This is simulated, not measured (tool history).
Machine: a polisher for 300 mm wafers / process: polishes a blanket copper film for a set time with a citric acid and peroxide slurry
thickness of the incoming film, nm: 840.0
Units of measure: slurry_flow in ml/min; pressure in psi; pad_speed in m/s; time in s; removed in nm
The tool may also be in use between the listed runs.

{"run": 1, "hour": 0.0, "slurry_flow": 290, "pressure": 3.1, "pad_speed": 1.04, "slurry_solids": 1, "time": 72, "removed": 142.09}
{"run": 2, "hour": 4.0, "slurry_flow": 290, "pressure": 3.5, "pad_speed": 1.04, "slurry_solids": 1, "time": 72, "removed": 159.03}
{"run": 3, "hour": 11.0, "slurry_flow": 290, "pressure": 3.8, "pad_speed": 1.04, "slurry_solids": 1, "time": 72, "removed": 174.94}
{"run": 4, "hour": 14.0, "slurry_flow": 240, "pressure": 3.8, "pad_speed": 1.04, "slurry_solids": 1, "time": 72, "removed": 173.3}
{"run": 5, "hour": 18.7, "slurry_flow": 240, "pressure": 3.4, "pad_speed": 1.04, "slurry_solids": 1, "time": 72, "removed": 153.5}
{"run": 6, "hour": 25.9, "slurry_flow": 240, "pressure": 3.1, "pad_speed": 1.04, "slurry_solids": 1, "time": 72, "removed": 141.58}

Run 7, settings as shown, results not yet in. Your forecast:
{"run": 7, "hour": 34.0, "slurry_flow": 240, "pressure": 2.9, "pad_speed": 1.04, "slurry_solids": 1, "time": 72, "removed": "?"}

Run 7 yielded removed 133.36 nm.
